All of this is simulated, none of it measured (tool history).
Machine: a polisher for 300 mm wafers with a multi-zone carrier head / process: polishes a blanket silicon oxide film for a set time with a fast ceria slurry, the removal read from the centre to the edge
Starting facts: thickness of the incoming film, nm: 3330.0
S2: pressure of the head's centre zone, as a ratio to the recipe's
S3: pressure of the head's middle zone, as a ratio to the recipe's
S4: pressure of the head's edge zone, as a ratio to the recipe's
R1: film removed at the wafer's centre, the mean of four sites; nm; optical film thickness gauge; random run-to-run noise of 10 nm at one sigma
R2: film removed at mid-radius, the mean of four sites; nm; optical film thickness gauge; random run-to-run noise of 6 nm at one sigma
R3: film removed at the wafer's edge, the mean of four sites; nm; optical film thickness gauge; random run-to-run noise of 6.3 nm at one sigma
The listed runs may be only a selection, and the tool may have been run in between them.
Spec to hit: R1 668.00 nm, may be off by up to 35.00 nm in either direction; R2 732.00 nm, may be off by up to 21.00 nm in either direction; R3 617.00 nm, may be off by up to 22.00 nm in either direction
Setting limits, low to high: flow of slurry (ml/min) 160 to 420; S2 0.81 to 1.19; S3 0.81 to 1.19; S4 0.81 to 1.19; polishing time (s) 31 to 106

run 1 day=0.000 | flow_of_slurry_(ml/min)=270 S2=1.00 S3=1.00 S4=1.00 polishing_time_(s)=68 | R1=978.43 R2=976.08 R3=973.23
run 2 day=0.204 | flow_of_slurry_(ml/min)=270 S2=1.00 S3=0.96 S4=1.00 polishing_time_(s)=68 | R1=1002.90 R2=956.55 R3=981.68
run 3 day=0.462 | flow_of_slurry_(ml/min)=270 S2=1.00 S3=0.89 S4=1.00 polishing_time_(s)=68 | R1=999.92 R2=901.87 R3=955.17
run 4 day=0.671 | flow_of_slurry_(ml/min)=285 S2=1.00 S3=0.96 S4=0.94 polishing_time_(s)=60 | R1=880.30 R2=853.11 R3=833.60
run 5 day=0.958 | flow_of_slurry_(ml/min)=285 S2=1.00 S3=0.96 S4=1.00 polishing_time_(s)=60 | R1=875.55 R2=849.47 R3=861.39
run 6 day=1.012 | flow_of_slurry_(ml/min)=300 S2=1.00 S3=0.99 S4=0.95 polishing_time_(s)=55 | R1=800.87 R2=803.91 R3=782.87
run 7 day=1.067 | flow_of_slurry_(ml/min)=280 S2=1.03 S3=1.09 S4=0.85 polishing_time_(s)=42 | R1=622.55 R2=657.28 R3=557.58
run 8 day=1.283 | flow_of_slurry_(ml/min)=280 S2=1.03 S3=1.09 S4=0.85 polishing_time_(s)=42 | R1=631.26 R2=662.64 R3=553.21
run 9 day=1.425 | flow_of_slurry_(ml/min)=300 S2=1.03 S3=1.10 S4=0.87 polishing_time_(s)=43 | R1=661.96 R2=692.78 R3=586.13

Which one of the following 4 next-run settings gets every result inside its allowed miss? There is exactly one.
run A day=1.567 | flow_of_slurry_(ml/min)=205 S2=1.01 S3=1.12 S4=0.86 polishing_time_(s)=47 | R1=? R2=? R3=?
run B day=1.567 | flow_of_slurry_(ml/min)=340 S2=0.95 S3=1.15 S4=0.81 polishing_time_(s)=47 | R1=? R2=? R3=?
run C day=1.567 | flow_of_slurry_(ml/min)=315 S2=1.12 S3=1.06 S4=0.81 polishing_time_(s)=47 | R1=? R2=? R3=?
run D day=1.567 | flow_of_slurry_(ml/min)=355 S2=1.19 S3=1.06 S4=0.96 polishing_time_(s)=43 | R1=? R2=? R3=?

move=A R1=657.40 R2=729.47 R3=601.02
move=B R1=665.78 R2=795.06 R3=613.63
move=C R1=770.15 R2=735.43 R3=610.93
move=D R1=755.27 R2=680.00 R3=608.99
A: each result inside its tolerance
B: takes the result that was furthest off past its target
C: brings the last run's worst result on target, with another outside its allowed miss
D: further off than the last run
Go with A: it meets all targets.
